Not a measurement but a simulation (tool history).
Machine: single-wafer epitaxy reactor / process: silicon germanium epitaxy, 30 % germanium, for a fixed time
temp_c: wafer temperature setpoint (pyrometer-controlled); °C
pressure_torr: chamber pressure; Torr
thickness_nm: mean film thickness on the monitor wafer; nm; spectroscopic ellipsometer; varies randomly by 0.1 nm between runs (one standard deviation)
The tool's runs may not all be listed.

run	hour	temp_c	pressure_torr	thickness_nm
1	0.0	585	16.4	45.351
2	8.4	577	15.4	38.261
3	9.7	577	12.9	34.370
4	13.6	577	15.4	38.172
5	15.0	569	15.4	33.481
6	23.8	575	15.4	37.045
7	24.9	570	14.6	32.819
8	28.7	567	14.1	30.735
9	33.6	565	13.8	29.103

What does the tool deliver on the next run?
10	40.4	564	13.7	?

{"run 10": {"thickness_nm": 28.382}}
